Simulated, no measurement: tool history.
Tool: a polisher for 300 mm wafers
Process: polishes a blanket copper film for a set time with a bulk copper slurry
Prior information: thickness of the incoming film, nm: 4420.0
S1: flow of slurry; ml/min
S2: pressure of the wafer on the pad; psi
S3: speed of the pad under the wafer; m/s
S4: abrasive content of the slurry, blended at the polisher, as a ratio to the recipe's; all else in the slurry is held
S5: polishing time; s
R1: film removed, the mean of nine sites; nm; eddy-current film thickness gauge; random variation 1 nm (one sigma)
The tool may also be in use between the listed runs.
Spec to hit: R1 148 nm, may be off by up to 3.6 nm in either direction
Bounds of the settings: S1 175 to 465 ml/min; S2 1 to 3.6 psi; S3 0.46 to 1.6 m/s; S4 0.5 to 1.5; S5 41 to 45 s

run	hour	S1	S2	S3	S4	S5	R1
1	0	295	2.3	1.02	1	45	296.09
2	3.1	295	2.3	0.82	1	45	239.28
3	7.1	290	2	0.82	1	45	212.96
4	10.3	290	1.7	0.82	1	45	181.3
5	14.6	290	1.7	0.82	1	41	164.3
6	23.6	290	2.2	0.82	1	41	207.34
7	32.2	280	2	0.82	1	41	189.99
8	39.2	270	1.4	0.82	1	41	139.66
9	47.8	285	1.4	0.82	1	41	139.51
# hour 53.8: slurry nozzle cleaned
10	53.8	290	1.4	0.82	1	41	144.18
11	62.2	295	1.4	0.82	1	41	143.29
12	63.9	300	1.5	0.82	1	41	153.56

Consider the 5 candidate settings below. Which is the only one whose results all fall within their allowed miss of target?
A	65.6	205	1.6	0.7	1.2	43	?
B	65.6	285	1.6	0.74	1	45	?
C	65.6	300	1.5	0.68	0.95	45	?
D	65.6	295	1.1	1.06	1.1	44	?
E	65.6	310	1.5	0.82	1	42	?

move	R1
A	148.02
B	159.63
C	137.64
D	163.12
E	156.05
A: hits every target within its allowed miss
B: its largest miss is bigger than the last run's
C: takes the biggest miss from the last run beyond its target
D: its largest miss is bigger than the last run's
E: its largest miss is bigger than the last run's
So the answer is move A, the one that meets all the targets.
